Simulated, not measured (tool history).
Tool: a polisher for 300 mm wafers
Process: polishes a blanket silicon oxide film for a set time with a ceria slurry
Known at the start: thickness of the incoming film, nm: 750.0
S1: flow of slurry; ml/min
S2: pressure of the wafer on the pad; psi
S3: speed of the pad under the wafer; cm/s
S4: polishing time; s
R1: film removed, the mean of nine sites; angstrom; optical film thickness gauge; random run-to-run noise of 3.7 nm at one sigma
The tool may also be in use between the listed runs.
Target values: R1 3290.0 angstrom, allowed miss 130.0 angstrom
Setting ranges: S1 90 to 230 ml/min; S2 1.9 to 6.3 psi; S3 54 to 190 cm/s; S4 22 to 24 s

| run | hour | S1 | S2 | S3 | S4 | R1 |
|---|---|---|---|---|---|---|
| 1 | 0.0 | 150 | 4.1 | 122 | 24 | 1699.4 |
| 2 | 5.4 | 150 | 3.5 | 122 | 24 | 1437.0 |
| 3 | 9.7 | 150 | 3.8 | 122 | 24 | 1560.6 |
| 4 | 17.1 | 150 | 4.1 | 122 | 24 | 1703.8 |
| 5 | 20.4 | 150 | 3.5 | 122 | 24 | 1415.2 |
| 6 | 28.4 | 175 | 3.5 | 122 | 24 | 1485.6 |
| 7 | 31.3 | 175 | 3.8 | 122 | 24 | 1600.5 |
| 8 | 36.6 | 175 | 4.1 | 122 | 24 | 1742.0 |
| 9 | 38.6 | 175 | 4.3 | 122 | 24 | 1779.1 |
| 10 | 46.6 | 175 | 4.3 | 122 | 24 | 1782.8 |
| 11 | 53.9 | 185 | 5.4 | 138 | 24 | 2603.5 |
| 12 | 56.8 | 185 | 5.5 | 138 | 24 | 2599.3 |

Below are 4 possible settings for the next run. Only one of them brings all results inside the allowed miss of their targets. Which is it?
| A | 59.7 | 170 | 5.7 | 152 | 24 | ? |
| B | 59.7 | 205 | 5.4 | 176 | 24 | ? |
| C | 59.7 | 230 | 6.3 | 166 | 24 | ? |
| D | 59.7 | 185 | 6.3 | 140 | 24 | ? |

| move | R1 |
|---|---|
| A | 2931.7 |
| B | 3280.1 |
| C | 3658.1 |
| D | 3029.1 |
A: closer than the last run, but not yet in spec
B: all results land within tolerance of their targets
C: takes the result that was furthest off past its target
D: closer than the last run, but not yet in spec
Answer: B
